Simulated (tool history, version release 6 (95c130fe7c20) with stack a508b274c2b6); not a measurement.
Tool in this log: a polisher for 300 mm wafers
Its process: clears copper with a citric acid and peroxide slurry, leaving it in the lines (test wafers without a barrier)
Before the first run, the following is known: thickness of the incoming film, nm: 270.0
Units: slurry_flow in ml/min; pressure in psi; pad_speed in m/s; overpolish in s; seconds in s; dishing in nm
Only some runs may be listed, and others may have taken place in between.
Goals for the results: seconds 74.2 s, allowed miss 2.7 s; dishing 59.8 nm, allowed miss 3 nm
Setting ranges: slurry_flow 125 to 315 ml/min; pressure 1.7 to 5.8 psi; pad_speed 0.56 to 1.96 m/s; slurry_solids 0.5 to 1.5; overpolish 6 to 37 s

run  hour  slurry_flow  pressure  pad_speed  slurry_solids  overpolish  seconds  dishing
  1     0          205       3.7       1.26              1          19   81.294   43.949
  2   2.9          205       3.7       1.26              1          24    82.64   51.744
  3   6.7          205       3.7       1.26              1          28   82.468   59.245
  4  13.4          215       3.9       1.26              1          27   78.891   60.853
  5  19.6          215       3.9       0.98              1          27   94.993   50.947
  6  27.9          215         4       0.98              1          27   91.776   52.395
  7  31.6          215       4.1       0.98              1          27   88.785   55.058
  8  39.2          215       4.1       0.98              1          27    90.22   54.613
  9  40.7          215       4.2       0.98              1          27   89.432    54.95
 10  46.7          215       4.3       0.98              1          27   85.808   56.451
 11  54.1          215       4.4       0.98              1          27   86.038   56.632
 12  56.4          220       4.5       0.98              1          27   82.268   59.524

Which one of the following 4 next-run settings gets every result inside its allowed miss? There is exactly one.
  A  58.7          275       4.4       0.88            0.9          31        ?        ?
  B  58.7          215       5.3       0.84            0.9          27        ?        ?
  C  58.7          185         5       1.04           0.95          25        ?        ?
  D  58.7          215       4.7       0.78            0.9          30        ?        ?

move  seconds  dishing
   A   90.386   60.037
   B   80.342   59.803
   C   73.344   60.221
   D   95.327   56.481
A: lands further from the targets than the last run did
B: better than the last run, though not everything is in spec
C: in spec on every target
D: lands further from the targets than the last run did
So the answer is move C, the one that meets all the targets.

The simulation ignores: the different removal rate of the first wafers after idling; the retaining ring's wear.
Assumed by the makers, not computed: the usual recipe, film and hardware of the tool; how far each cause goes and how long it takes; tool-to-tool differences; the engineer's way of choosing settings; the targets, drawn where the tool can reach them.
